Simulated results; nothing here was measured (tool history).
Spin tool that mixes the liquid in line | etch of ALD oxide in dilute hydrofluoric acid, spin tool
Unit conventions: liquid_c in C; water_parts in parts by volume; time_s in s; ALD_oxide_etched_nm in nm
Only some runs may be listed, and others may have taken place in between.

run,day,liquid_c,water_parts,time_s,ALD_oxide_etched_nm
1,0,24,160,80,7.1177
2,0.308,22.5,165,80,6.4636
3,0.554,22.5,165,80,6.4793
4,0.583,22.5,165,80,6.503
5,0.817,21.5,170,80,6.0227
6,1.15,20.5,170,80,5.8009

Predict the results of run 7:
7,1.325,20,170,80,?

{"run 7": {"ALD_oxide_etched_nm": 5.6613}}
